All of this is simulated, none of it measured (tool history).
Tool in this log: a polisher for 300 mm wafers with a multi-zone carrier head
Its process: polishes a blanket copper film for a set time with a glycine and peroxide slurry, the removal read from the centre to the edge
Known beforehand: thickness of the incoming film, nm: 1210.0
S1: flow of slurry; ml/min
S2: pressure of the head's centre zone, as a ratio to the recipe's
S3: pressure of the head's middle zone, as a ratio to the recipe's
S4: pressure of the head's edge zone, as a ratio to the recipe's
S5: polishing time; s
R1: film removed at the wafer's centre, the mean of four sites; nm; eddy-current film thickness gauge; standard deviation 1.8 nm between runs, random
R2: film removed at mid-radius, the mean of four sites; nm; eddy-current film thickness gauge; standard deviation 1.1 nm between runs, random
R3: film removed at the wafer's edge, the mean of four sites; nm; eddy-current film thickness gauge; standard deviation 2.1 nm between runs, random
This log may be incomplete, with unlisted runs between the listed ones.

run 1 hour=0.0 | S1=260 S2=1.00 S3=1.00 S4=1.00 S5=41 | R1=223.30 R2=235.48 R3=232.69
run 2 hour=6.3 | S1=250 S2=1.02 S3=0.95 S4=0.99 S5=39 | R1=212.73 R2=208.45 R3=219.35
run 3 hour=14.0 | S1=250 S2=1.02 S3=0.95 S4=0.91 S5=39 | R1=216.97 R2=207.99 R3=207.97
run 4 hour=18.0 | S1=240 S2=1.02 S3=0.92 S4=0.90 S5=38 | R1=208.38 R2=197.53 R3=206.98
run 5 hour=25.0 | S1=240 S2=1.03 S3=0.90 S4=0.89 S5=37 | R1=201.24 R2=190.16 R3=196.79
run 6 hour=28.0 | S1=225 S2=1.06 S3=0.88 S4=0.90 S5=36 | R1=204.23 R2=178.84 R3=191.48

What will run 7 give?
run 7 hour=31.3 | S1=215 S2=1.06 S3=0.86 S4=0.90 S5=36 | R1=? R2=? R3=?

Run 7 yielded R1 201.87 nm, R2 174.16 nm, R3 188.94 nm.
